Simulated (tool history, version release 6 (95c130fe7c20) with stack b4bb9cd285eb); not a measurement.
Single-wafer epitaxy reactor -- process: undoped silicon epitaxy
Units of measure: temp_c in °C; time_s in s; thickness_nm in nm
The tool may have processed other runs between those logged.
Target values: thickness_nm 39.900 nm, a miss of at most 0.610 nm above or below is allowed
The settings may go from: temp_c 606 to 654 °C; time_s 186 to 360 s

| run | hour | temp_c | time_s | thickness_nm |
|---|---|---|---|---|
| 1 | 0.0 | 630 | 273 | 29.587 |
| 2 | 3.7 | 624 | 273 | 25.289 |
| 3 | 10.6 | 630 | 273 | 29.507 |
| 4 | 15.9 | 632 | 273 | 31.038 |
| 5 | 19.7 | 622 | 273 | 24.022 |
| 6 | 28.4 | 622 | 304 | 26.685 |
| 7 | 30.4 | 625 | 304 | 28.797 |
| 8 | 39.3 | 627 | 304 | 30.410 |
| 9 | 43.4 | 639 | 305 | 41.534 |

Which single option among these 4 for the next run brings every result within its allowed miss of target? Just one does.
| A | 47.5 | 640 | 288 | ? |
| B | 47.5 | 638 | 310 | ? |
| C | 47.5 | 640 | 313 | ? |
| D | 47.5 | 642 | 281 | ? |

| move | thickness_nm |
|---|---|
| A | 40.230 |
| B | 41.184 |
| C | 43.722 |
| D | 41.262 |
A: hits every target within its allowed miss
B: better than the last run, though not everything is in spec
C: its largest miss is bigger than the last run's
D: better than the last run, though not everything is in spec
Move A is the one to make.

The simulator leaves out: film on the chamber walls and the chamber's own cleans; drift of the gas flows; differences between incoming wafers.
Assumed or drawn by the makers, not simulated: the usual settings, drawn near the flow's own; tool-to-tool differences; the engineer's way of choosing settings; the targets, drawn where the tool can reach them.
